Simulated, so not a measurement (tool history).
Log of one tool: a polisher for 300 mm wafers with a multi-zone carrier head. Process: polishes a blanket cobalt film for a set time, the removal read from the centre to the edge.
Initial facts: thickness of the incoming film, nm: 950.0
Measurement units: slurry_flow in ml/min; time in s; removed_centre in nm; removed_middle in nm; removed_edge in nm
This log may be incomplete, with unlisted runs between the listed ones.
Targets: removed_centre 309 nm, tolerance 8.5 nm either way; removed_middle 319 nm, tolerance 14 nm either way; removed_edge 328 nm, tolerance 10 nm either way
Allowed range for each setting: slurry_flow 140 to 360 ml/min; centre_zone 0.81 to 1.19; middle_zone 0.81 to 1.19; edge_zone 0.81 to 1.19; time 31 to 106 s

Run 1, hour 0: slurry_flow 230 ml/min, centre_zone 1, middle_zone 1, edge_zone 1, time 68 s. Result: removed_centre 209.98 nm, removed_middle 215.76 nm, removed_edge 211.22 nm.
Run 2, hour 1.6: slurry_flow 265 ml/min, centre_zone 1, middle_zone 1, edge_zone 1, time 68 s. Result: removed_centre 212.76 nm, removed_middle 214.27 nm, removed_edge 212.05 nm.
Run 3, hour 7.1: slurry_flow 265 ml/min, centre_zone 1, middle_zone 1, edge_zone 1.02, time 71 s. Result: removed_centre 220.7 nm, removed_middle 224.71 nm, removed_edge 228.78 nm.
Run 4, hour 9.3: slurry_flow 265 ml/min, centre_zone 1, middle_zone 0.92, edge_zone 1.02, time 71 s. Result: removed_centre 221.52 nm, removed_middle 209.9 nm, removed_edge 231.3 nm.
Run 5, hour 12.7: slurry_flow 265 ml/min, centre_zone 1.08, middle_zone 0.92, edge_zone 1.02, time 71 s. Result: removed_centre 236.04 nm, removed_middle 207.14 nm, removed_edge 228.25 nm.
Run 6, hour 18.6: slurry_flow 265 ml/min, centre_zone 1.08, middle_zone 0.94, edge_zone 1.04, time 74 s. Result: removed_centre 247.11 nm, removed_middle 223.69 nm, removed_edge 236.17 nm.
Run 7, hour 23: slurry_flow 270 ml/min, centre_zone 1.07, middle_zone 0.95, edge_zone 1.05, time 77 s. Result: removed_centre 254.96 nm, removed_middle 232.26 nm, removed_edge 254.53 nm.
Run 8, hour 23.7: slurry_flow 270 ml/min, centre_zone 1.07, middle_zone 0.97, edge_zone 1.06, time 79 s. Result: removed_centre 262.79 nm, removed_middle 240.1 nm, removed_edge 258.63 nm.
Run 9, hour 26.6: slurry_flow 270 ml/min, centre_zone 1.06, middle_zone 0.99, edge_zone 1.07, time 81 s. Result: removed_centre 267.62 nm, removed_middle 250.38 nm, removed_edge 267.4 nm.
Run 10, hour 35.3: slurry_flow 270 ml/min, centre_zone 1.05, middle_zone 1, edge_zone 1.08, time 83 s. Result: removed_centre 271.53 nm, removed_middle 261.94 nm, removed_edge 277.89 nm.
Run 11, hour 36.8: slurry_flow 270 ml/min, centre_zone 1.05, middle_zone 1.01, edge_zone 1.09, time 84 s. Result: removed_centre 276.32 nm, removed_middle 266.53 nm, removed_edge 272.48 nm.

Next run, 4 choices. One meets every target within its allowed miss, the rest don't. Which?
Run A, hour 38.3: slurry_flow 265 ml/min, centre_zone 1.12, middle_zone 1.04, edge_zone 1.17, time 70 s. Result: removed_centre ?, removed_middle ?, removed_edge ?.
Run B, hour 38.3: slurry_flow 300 ml/min, centre_zone 1.19, middle_zone 0.98, edge_zone 1.1, time 67 s. Result: removed_centre ?, removed_middle ?, removed_edge ?.
Run C, hour 38.3: slurry_flow 285 ml/min, centre_zone 0.99, middle_zone 1.03, edge_zone 1.08, time 98 s. Result: removed_centre ?, removed_middle ?, removed_edge ?.
Run D, hour 38.3: slurry_flow 285 ml/min, centre_zone 1.01, middle_zone 0.81, edge_zone 1.17, time 88 s. Result: removed_centre ?, removed_middle ?, removed_edge ?.

move  removed_centre  removed_middle  removed_edge
   A          240.22          225.76        240.05
   B          245.39          209.05        224.76
   C          304.99          316.21        324.37
   D          278.17          238.09        304.23
A: further off than the last run
B: further off than the last run
C: in spec on every target
D: roughly where the last run was
Answer: C
